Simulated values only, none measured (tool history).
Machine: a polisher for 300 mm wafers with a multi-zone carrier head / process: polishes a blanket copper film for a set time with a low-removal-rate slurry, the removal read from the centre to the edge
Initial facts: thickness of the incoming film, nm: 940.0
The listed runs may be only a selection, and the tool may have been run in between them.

run  hour  flow of slurry (ml/min)  pressure of the head's centre zone  pressure of the head's middle zone  pressure of the head's edge zone  abrasive content of the slurry  polishing time (s)  film removed at the wafer's centre (nm)  film removed at mid-radius (nm)  film removed at the wafer's edge (nm)
  1   0.0                      125                                1.00                                1.00                              1.00                            1.00                  73                                   258.28                           254.00                                 255.02
  2   8.0                      125                                1.06                                1.00                              1.00                            1.00                  73                                   278.92                           257.39                                 256.72
  3  13.5                      125                                1.06                                1.00                              1.00                            0.80                  73                                   257.86                           240.10                                 241.87
  4  15.5                      115                                1.05                                0.96                              1.01                            0.80                  73                                   245.71                           225.85                                 243.05
  5  19.6                      115                                1.05                                0.96                              1.01                            0.95                  73                                   255.65                           240.02                                 250.48
  6  26.5                      110                                1.06                                0.93                              1.01                            0.90                  73                                   259.79                           227.23                                 250.72
  7  31.1                      105                                1.05                                0.91                              1.00                            0.85                  73                                   249.76                           215.04                                 237.27
  8  37.2                      100                                1.04                                0.89                              1.01                            0.85                  73                                   242.28                           208.56                                 237.57
  9  43.3                       95                                1.03                                0.88                              1.02                            0.85                  73                                   238.03                           206.51                                 238.46

Expected results for the next run?
 10  44.3                       90                                1.02                                0.87                              1.02                            0.85                  73                                        ?                                ?                                      ?

{"run 10": {"film removed at the wafer's centre (nm)": 228.51, "film removed at mid-radius (nm)": 197.85, "film removed at the wafer's edge (nm)": 232.73}}

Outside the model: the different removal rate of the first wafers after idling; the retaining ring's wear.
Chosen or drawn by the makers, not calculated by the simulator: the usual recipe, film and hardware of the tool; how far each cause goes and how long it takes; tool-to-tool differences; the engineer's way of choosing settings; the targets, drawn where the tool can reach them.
